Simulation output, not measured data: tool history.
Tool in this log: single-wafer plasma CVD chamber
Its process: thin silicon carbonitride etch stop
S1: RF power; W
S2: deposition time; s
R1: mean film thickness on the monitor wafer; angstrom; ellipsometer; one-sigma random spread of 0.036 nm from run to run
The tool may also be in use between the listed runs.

Run 1, hour 0: S1 175 W, S2 26.6 s. Result: R1 139.68 angstrom.
Run 2, hour 5.9: S1 165 W, S2 24.7 s. Result: R1 127.48 angstrom.
Run 3, hour 12.8: S1 160 W, S2 23.4 s. Result: R1 118.69 angstrom.
Run 4, hour 15.9: S1 180 W, S2 23.4 s. Result: R1 124.26 angstrom.
Run 5, hour 23.7: S1 195 W, S2 23.4 s. Result: R1 126.65 angstrom.
Run 6, hour 29.1: S1 220 W, S2 23.4 s. Result: R1 130.53 angstrom.
Run 7, hour 34.2: S1 210 W, S2 22.1 s. Result: R1 123.13 angstrom.

Forecast run 8:
Run 8, hour 38.4: S1 200 W, S2 21.1 s. Result: R1 ?.

Logged for run 8: R1 115.42 angstrom.

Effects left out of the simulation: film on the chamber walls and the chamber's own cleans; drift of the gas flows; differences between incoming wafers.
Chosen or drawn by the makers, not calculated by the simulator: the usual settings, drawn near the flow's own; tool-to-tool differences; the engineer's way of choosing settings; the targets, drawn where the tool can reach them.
